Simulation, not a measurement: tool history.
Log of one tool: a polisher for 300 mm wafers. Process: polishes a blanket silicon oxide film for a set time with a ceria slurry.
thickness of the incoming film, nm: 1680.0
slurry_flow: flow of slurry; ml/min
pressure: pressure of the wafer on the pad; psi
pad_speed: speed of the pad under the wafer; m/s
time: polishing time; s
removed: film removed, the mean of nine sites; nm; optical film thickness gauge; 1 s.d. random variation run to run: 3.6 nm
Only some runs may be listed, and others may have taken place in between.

{"run": 1, "hour": 0.0, "slurry_flow": 230, "pressure": 3.7, "pad_speed": 1.14, "time": 35, "removed": 205.27}
{"run": 2, "hour": 6.4, "slurry_flow": 230, "pressure": 4.1, "pad_speed": 1.14, "time": 35, "removed": 230.05}
{"run": 3, "hour": 15.4, "slurry_flow": 230, "pressure": 3.2, "pad_speed": 1.14, "time": 35, "removed": 180.08}
{"run": 4, "hour": 17.8, "slurry_flow": 230, "pressure": 3.2, "pad_speed": 1.34, "time": 35, "removed": 200.27}
{"run": 5, "hour": 20.1, "slurry_flow": 230, "pressure": 3.6, "pad_speed": 1.36, "time": 35, "removed": 228.44}
{"run": 6, "hour": 27.8, "slurry_flow": 230, "pressure": 3.6, "pad_speed": 1.08, "time": 35, "removed": 194.85}

What will run 7 give?
{"run": 7, "hour": 32.4, "slurry_flow": 230, "pressure": 4.0, "pad_speed": 1.1, "time": 35, "removed": "?"}

{"run 7": {"removed": 219.29}}
